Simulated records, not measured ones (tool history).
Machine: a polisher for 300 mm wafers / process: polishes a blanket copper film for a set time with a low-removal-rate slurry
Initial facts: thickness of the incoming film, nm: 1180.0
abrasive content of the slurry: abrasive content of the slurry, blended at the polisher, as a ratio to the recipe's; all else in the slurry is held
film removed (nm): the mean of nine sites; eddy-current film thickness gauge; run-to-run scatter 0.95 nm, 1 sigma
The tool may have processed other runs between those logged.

run	day	flow of slurry (ml/min)	pressure of the wafer on the pad (psi)	speed of the pad under the wafer (m/s)	abrasive content of the slurry	polishing time (s)	film removed (nm)
1	0.000	135	2.6	1.24	1.00	84	251.76
2	0.271	130	2.1	1.10	1.00	84	186.99
3	0.375	130	2.1	1.10	1.15	84	194.13
4	0.396	125	1.8	0.98	1.15	84	148.84
5	0.558	115	1.8	0.98	1.15	84	147.24
6	0.779	115	1.8	0.88	1.15	84	134.05

Predict the results of run 7:
7	1.096	110	1.6	0.88	1.15	84	?

Logged for run 7: film removed (nm) 119.34.
